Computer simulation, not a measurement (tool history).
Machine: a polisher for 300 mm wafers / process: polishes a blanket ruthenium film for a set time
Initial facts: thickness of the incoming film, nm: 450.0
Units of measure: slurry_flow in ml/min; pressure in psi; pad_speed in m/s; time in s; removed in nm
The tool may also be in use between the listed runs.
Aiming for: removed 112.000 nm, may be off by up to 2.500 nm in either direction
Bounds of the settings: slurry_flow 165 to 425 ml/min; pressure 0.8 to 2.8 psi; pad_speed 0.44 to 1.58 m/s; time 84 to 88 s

{"run": 1, "hour": 0.0, "slurry_flow": 275, "pressure": 1.8, "pad_speed": 1.0, "time": 84, "removed": 96.069}
{"run": 2, "hour": 4.8, "slurry_flow": 280, "pressure": 1.9, "pad_speed": 1.0, "time": 84, "removed": 98.254}
{"run": 3, "hour": 7.4, "slurry_flow": 280, "pressure": 1.9, "pad_speed": 0.9, "time": 84, "removed": 91.436}
{"run": 4, "hour": 10.9, "slurry_flow": 280, "pressure": 2.0, "pad_speed": 0.9, "time": 84, "removed": 95.039}
{"run": 5, "hour": 14.6, "slurry_flow": 280, "pressure": 1.6, "pad_speed": 0.9, "time": 84, "removed": 82.391}
{"run": 6, "hour": 22.1, "slurry_flow": 285, "pressure": 1.9, "pad_speed": 0.9, "time": 84, "removed": 91.629}
{"run": 7, "hour": 29.6, "slurry_flow": 290, "pressure": 2.1, "pad_speed": 0.9, "time": 84, "removed": 98.142}
{"run": 8, "hour": 30.8, "slurry_flow": 290, "pressure": 2.2, "pad_speed": 0.9, "time": 84, "removed": 102.24}
{"run": 9, "hour": 33.4, "slurry_flow": 290, "pressure": 2.3, "pad_speed": 0.9, "time": 84, "removed": 105.13}
{"run": 10, "hour": 38.4, "slurry_flow": 290, "pressure": 2.4, "pad_speed": 0.9, "time": 84, "removed": 108.92}
{"run": 11, "hour": 46.4, "slurry_flow": 295, "pressure": 2.4, "pad_speed": 0.9, "time": 84, "removed": 108.68}
{"hour": 49.3, "done": "slurry nozzle cleaned"}
{"run": 12, "hour": 49.3, "slurry_flow": 305, "pressure": 2.5, "pad_speed": 0.9, "time": 84, "removed": 114.78}
{"run": 13, "hour": 52.0, "slurry_flow": 300, "pressure": 2.5, "pad_speed": 0.9, "time": 84, "removed": 115.97}
{"run": 14, "hour": 58.0, "slurry_flow": 290, "pressure": 2.5, "pad_speed": 0.9, "time": 84, "removed": 114.87}

Pick the move, out of 4, that brings all results within their allowed miss; only one does.
{"run": "A", "hour": 64.0, "slurry_flow": 250, "pressure": 2.8, "pad_speed": 0.8, "time": 88, "removed": "?"}
{"run": "B", "hour": 64.0, "slurry_flow": 240, "pressure": 2.3, "pad_speed": 0.98, "time": 86, "removed": "?"}
{"run": "C", "hour": 64.0, "slurry_flow": 225, "pressure": 2.0, "pad_speed": 0.96, "time": 88, "removed": "?"}
{"run": "D", "hour": 64.0, "slurry_flow": 320, "pressure": 2.0, "pad_speed": 1.04, "time": 85, "removed": "?"}

move=A removed=117.510
move=B removed=115.410
move=C removed=104.730
move=D removed=111.140
A: lands further from the targets than the last run did
B: lands further from the targets than the last run did
C: moves the result that the last run missed by most past its target, out the other side
D: all results land within tolerance of their targets
Answer: D

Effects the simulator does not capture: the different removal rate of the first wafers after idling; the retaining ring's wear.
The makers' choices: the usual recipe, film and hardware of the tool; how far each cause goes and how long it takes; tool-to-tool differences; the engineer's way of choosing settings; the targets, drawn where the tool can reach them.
